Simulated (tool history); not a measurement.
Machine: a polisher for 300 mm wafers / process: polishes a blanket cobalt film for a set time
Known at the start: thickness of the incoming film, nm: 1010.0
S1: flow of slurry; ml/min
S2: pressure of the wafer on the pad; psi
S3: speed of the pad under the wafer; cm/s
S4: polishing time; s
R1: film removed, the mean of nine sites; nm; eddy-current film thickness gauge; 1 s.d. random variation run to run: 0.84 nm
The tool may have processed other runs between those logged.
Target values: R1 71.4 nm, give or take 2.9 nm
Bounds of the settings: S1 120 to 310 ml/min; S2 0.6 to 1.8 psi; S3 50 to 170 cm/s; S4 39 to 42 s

run  hour   S1   S2   S3  S4      R1
  1     0  200  1.2  110  42  142.82
  2   3.1  200  1.1  106  42  125.66
  3   5.2  250  1.1  106  42  129.71
  4  12.6  250    1  102  42  113.48
  5  16.5  270    1  102  42  114.58
  6  21.7  220    1  102  42  112.75
  7  25.8  220  0.9   98  42  96.594
  8  31.2  215  0.6   96  42  63.969
  9  34.1  220  0.6   96  42  66.431
 10  42.7  225  0.6   96  42  64.072
 11  47.8  225  0.7   96  42  74.683
 12  54.6  220  0.7   96  42  75.035

4 candidate next runs follow, results not yet known. Just one meets every target within its allowed miss. Identify it.
  A  61.4  205  0.8  78  41   ?
  B  61.4  230  0.7  82  41   ?
  C  61.4  265    1  70  41   ?
  D  61.4  220  0.7  92  41   ?

move      R1
   A  67.087
   B  62.928
   C  77.347
   D    69.9
A: carries the result that was furthest off beyond its target, to the other side
B: carries the result that was furthest off beyond its target, to the other side
C: its largest miss is bigger than the last run's
D: hits every target within its allowed miss
The move that meets every target is D.
